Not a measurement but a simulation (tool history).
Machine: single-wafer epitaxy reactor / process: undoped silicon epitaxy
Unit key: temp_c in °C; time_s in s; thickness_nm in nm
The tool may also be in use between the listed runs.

run  hour  temp_c  time_s  thickness_nm
  1     0     650     567        93.825
  2   5.1     653     568        99.169
  3  10.2     656     569         104.7
  4  10.9     659     570        110.48
  5  12.8     661     571        116.42
  6  15.6     661     523        105.84
  7  23.1     664     525        112.75
  8  23.7     666     526         117.2
  9  28.6     668     527        122.31
 10  35.4     669     528        125.26
 11  40.5     670     528        127.07
 12  43.5     671     529        129.06
 13  49.1     672     530        131.28

Run 14 has not been measured yet. What should we expect?
 14  53.4     672     532             ?

Logged for run 14: thickness_nm 130.94 nm.
